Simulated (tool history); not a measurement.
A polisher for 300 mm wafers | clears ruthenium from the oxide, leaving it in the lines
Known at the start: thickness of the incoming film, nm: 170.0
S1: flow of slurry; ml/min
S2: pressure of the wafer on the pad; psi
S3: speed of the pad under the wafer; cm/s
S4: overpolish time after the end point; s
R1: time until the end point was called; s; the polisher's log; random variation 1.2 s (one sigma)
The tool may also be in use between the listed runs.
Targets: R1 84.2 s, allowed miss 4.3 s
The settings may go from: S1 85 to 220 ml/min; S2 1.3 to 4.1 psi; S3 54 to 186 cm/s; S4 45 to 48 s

run	day	S1	S2	S3	S4	R1
1	0	140	2.7	118	45	107.92
2	0.35	105	2.7	118	45	115.46
3	0.512	105	2.3	118	45	133.41
4	0.683	105	2.3	118	45	131.62
5	0.904	105	2.3	118	48	131.73
6	1.062	125	2.3	118	48	123.71
7	1.233	135	2.4	118	48	124.16
8	1.367	135	2.6	118	48	107.69
9	1.642	145	3.1	120	48	90.559

5 next moves are on the table. One of them brings every result within its allowed miss. Which?
A	1.917	160	3.7	118	48	?
B	1.917	180	3.6	108	48	?
C	1.917	175	3.1	144	48	?
D	1.917	145	3.5	132	46	?
E	1.917	155	3.4	132	47	?

move	R1
A	76.64
B	84.416
C	74.133
D	73.609
E	74.987
A: takes the result that was furthest off past its target
B: meets every target
C: takes the result that was furthest off past its target
D: takes the result that was furthest off past its target
E: takes the result that was furthest off past its target
Answer: B
